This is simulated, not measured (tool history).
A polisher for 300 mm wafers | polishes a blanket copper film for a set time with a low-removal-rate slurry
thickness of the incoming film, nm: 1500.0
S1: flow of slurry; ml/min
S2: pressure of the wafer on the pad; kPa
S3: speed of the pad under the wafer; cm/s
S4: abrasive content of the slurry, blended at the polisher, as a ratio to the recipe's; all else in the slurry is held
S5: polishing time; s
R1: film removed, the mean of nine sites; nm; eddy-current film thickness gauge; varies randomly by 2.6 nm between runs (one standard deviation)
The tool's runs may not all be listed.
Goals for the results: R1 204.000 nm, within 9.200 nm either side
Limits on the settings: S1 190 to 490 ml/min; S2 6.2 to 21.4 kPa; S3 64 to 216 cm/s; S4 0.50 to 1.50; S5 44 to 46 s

run,hour,S1,S2,S3,S4,S5,R1
1,0.0,315,13.8,140,1.00,44,132.050
2,5.5,315,11.0,140,1.00,44,106.880
3,14.4,315,11.0,168,1.00,44,128.060
4,16.0,365,11.0,168,1.00,44,127.750
5,21.3,365,9.0,168,1.00,44,104.550
6,29.0,365,6.9,168,1.00,44,83.307
7,34.7,365,11.0,174,1.00,44,132.050
8,41.0,365,11.7,174,1.00,44,141.360
9,47.8,365,12.4,174,1.00,44,149.710
10,51.7,365,13.1,174,1.00,44,155.710
11,59.2,365,13.8,174,1.00,44,164.340

Which single option among these 4 for the next run brings every result within its allowed miss of target? Just one does.
A,66.7,450,15.2,160,0.95,46,?
B,66.7,350,11.7,168,1.10,44,?
C,66.7,305,15.2,182,1.10,46,?
D,66.7,425,16.5,160,0.70,46,?

move,R1
A,172.990
B,137.530
C,197.130
D,174.190
A: nearer than the last run, and not there yet
B: its largest miss is bigger than the last run's
C: in spec on every target
D: nearer than the last run, and not there yet
The move that meets every target is C.

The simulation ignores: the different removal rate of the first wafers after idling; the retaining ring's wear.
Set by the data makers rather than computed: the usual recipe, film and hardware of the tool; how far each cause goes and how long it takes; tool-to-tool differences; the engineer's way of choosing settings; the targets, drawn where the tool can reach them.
